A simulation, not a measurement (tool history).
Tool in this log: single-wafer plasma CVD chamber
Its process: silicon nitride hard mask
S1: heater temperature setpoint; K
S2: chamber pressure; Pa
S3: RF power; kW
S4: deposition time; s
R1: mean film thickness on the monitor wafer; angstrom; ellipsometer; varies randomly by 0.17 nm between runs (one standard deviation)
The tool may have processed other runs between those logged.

run,day,S1,S2,S3,S4,R1
1,0,673.15,172,0.25,60,585.41
2,0.317,673.15,172,0.25,60,584.33
3,0.392,673.15,171,0.25,60,583.83
4,0.567,673.15,171,0.28,60,629.12
5,0.833,673.15,164,0.28,60,625.77
6,1.133,673.15,164,0.265,60,599.37
7,1.375,673.15,161,0.265,60,594.84
8,1.421,673.15,159,0.265,60,597.22
9,1.588,673.15,155,0.265,60,590.73
10,1.867,673.15,153,0.265,60,589.01

Expected results for the next run?
11,2.046,673.15,152,0.265,60,?

{"run 11": {"R1": 588.25}}
